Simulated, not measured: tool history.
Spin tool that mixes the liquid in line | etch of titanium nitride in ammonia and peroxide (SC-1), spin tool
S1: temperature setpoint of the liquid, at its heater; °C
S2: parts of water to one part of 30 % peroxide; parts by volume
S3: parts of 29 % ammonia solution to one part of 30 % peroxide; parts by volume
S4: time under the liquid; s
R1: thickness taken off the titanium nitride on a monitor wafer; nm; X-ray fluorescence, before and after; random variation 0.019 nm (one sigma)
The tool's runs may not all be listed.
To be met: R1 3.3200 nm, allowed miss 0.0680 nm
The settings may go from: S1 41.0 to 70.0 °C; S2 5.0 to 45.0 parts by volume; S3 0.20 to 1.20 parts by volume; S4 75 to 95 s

{"run": 1, "hour": 0.0, "S1": 57.0, "S2": 25.0, "S3": 0.9, "S4": 95, "R1": 9.0833}
{"run": 2, "hour": 6.0, "S1": 64.0, "S2": 25.0, "S3": 0.9, "S4": 95, "R1": 14.199}
{"run": 3, "hour": 15.0, "S1": 59.0, "S2": 25.0, "S3": 0.9, "S4": 95, "R1": 10.336}
{"run": 4, "hour": 19.0, "S1": 53.0, "S2": 25.0, "S3": 0.9, "S4": 95, "R1": 6.9435}
{"run": 5, "hour": 27.9, "S1": 50.5, "S2": 25.0, "S3": 0.9, "S4": 95, "R1": 5.7952}
{"run": 6, "hour": 31.6, "S1": 48.5, "S2": 25.0, "S3": 0.9, "S4": 95, "R1": 5.0422}
{"run": 7, "hour": 38.7, "S1": 47.0, "S2": 25.0, "S3": 0.9, "S4": 95, "R1": 4.5491}
{"run": 8, "hour": 44.4, "S1": 46.0, "S2": 25.0, "S3": 0.9, "S4": 95, "R1": 4.2713}
{"run": 9, "hour": 52.8, "S1": 45.0, "S2": 25.0, "S3": 0.9, "S4": 95, "R1": 3.9506}
{"run": 10, "hour": 60.5, "S1": 44.5, "S2": 25.0, "S3": 0.9, "S4": 95, "R1": 3.8337}
{"run": 11, "hour": 67.2, "S1": 44.0, "S2": 25.0, "S3": 0.9, "S4": 95, "R1": 3.7373}
{"run": 12, "hour": 72.2, "S1": 43.5, "S2": 25.0, "S3": 0.9, "S4": 95, "R1": 3.5222}
{"hour": 75.2, "done": "ammonia flow meter replaced"}
{"run": 13, "hour": 75.2, "S1": 43.0, "S2": 25.0, "S3": 0.9, "S4": 95, "R1": 3.4445}

4 next moves are on the table. One of them brings every result within its allowed miss. Which?
{"run": "A", "hour": 78.2, "S1": 44.0, "S2": 26.5, "S3": 0.85, "S4": 95, "R1": "?"}
{"run": "B", "hour": 78.2, "S1": 44.0, "S2": 25.0, "S3": 0.85, "S4": 95, "R1": "?"}
{"run": "C", "hour": 78.2, "S1": 46.0, "S2": 25.5, "S3": 0.85, "S4": 75, "R1": "?"}
{"run": "D", "hour": 78.2, "S1": 42.5, "S2": 21.0, "S3": 1.05, "S4": 90, "R1": "?"}

move=A R1=3.5863
move=B R1=3.7052
move=C R1=3.3403
move=D R1=3.5984
A: further off than the last run
B: further off than the last run
C: meets every target
D: further off than the last run
Move C is the one to make.
